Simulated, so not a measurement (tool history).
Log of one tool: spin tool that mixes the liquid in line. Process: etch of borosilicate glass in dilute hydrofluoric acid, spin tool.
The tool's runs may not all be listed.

run	hour	temperature setpoint of the liquid (C)	parts of water to one part of 49 % hydrofluoric acid (parts by volume)	time under the liquid (s)	thickness taken off the borosilicate glass on a monitor wafer (nm)
1	0	22	225	270	38.582
2	2.4	22	260	270	32.251
3	4.5	23.5	235	270	38.679
4	5.4	23.5	290	270	29.668
5	8	21	290	270	27.248
6	10.8	21	290	290	29.185

The next listed run, before its measurement:
7	13.7	25	200	290	?

{"run 7": {"thickness taken off the borosilicate glass on a monitor wafer (nm)": 53.974}}
